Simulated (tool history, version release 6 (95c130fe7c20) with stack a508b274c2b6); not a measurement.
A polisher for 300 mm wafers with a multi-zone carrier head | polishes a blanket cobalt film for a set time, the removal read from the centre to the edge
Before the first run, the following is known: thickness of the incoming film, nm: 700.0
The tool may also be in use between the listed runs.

run    day  flow of slurry (ml/min)  pressure of the head's centre zone  pressure of the head's middle zone  pressure of the head's edge zone  polishing time (s)  film removed at the wafer's centre (Å)  film removed at mid-radius (Å)  film removed at the wafer's edge (Å)
  1      0                      225                                   1                                   1                                 1                  38                                  1403.2                          1484.6                                1438.6
  2  0.104                      230                                1.02                                0.99                              1.02                  38                                  1529.3                          1394.3                                1488.2
  3  0.362                      235                                1.02                                   1                              1.03                  38                                  1509.1                          1414.8                                1506.5
  4  0.392                      215                                1.02                                   1                              1.03                  38                                  1455.2                          1433.4                                1484.9
  5  0.588                      215                                1.02                                0.95                              1.03                  38                                  1470.2                          1361.9                                  1490
  6  0.629                      225                                1.03                                0.96                              1.03                  38                                  1522.7                          1411.6                                1484.3

What does the tool deliver on the next run?
  7  0.696                      230                                1.03                                0.97                              1.04                  38                                       ?                               ?                                     ?

Run 7 yielded film removed at the wafer's centre (Å) 1471.8, film removed at mid-radius (Å) 1428.8, film removed at the wafer's edge (Å) 1515.4.
